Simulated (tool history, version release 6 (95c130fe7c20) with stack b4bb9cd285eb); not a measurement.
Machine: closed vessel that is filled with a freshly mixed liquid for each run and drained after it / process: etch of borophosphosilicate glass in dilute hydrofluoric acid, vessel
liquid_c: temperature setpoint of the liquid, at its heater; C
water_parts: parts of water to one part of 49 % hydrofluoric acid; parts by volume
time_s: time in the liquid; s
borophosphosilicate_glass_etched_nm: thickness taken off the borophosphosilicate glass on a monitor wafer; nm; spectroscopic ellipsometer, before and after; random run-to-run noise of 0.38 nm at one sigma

| run | hour | liquid_c | water_parts | time_s | borophosphosilicate_glass_etched_nm |
|---|---|---|---|---|---|
| 1 | 0 | 22 | 65 | 90 | 32.265 |
| 2 | 3.3 | 18.5 | 65 | 90 | 28.254 |
| 3 | 9.8 | 22 | 55 | 90 | 39.361 |
| 4 | 13.8 | 24.5 | 50 | 90 | 47.559 |
| 5 | 15.7 | 26 | 50 | 90 | 50.862 |
| 6 | 19.8 | 26 | 35 | 90 | 73.83 |
| 7 | 27.7 | 24.5 | 35 | 90 | 69.224 |

Run 8 has not been measured yet. What should we expect?
| 8 | 35 | 23.5 | 35 | 90 | ? |

borophosphosilicate_glass_etched_nm: 67.08 nm

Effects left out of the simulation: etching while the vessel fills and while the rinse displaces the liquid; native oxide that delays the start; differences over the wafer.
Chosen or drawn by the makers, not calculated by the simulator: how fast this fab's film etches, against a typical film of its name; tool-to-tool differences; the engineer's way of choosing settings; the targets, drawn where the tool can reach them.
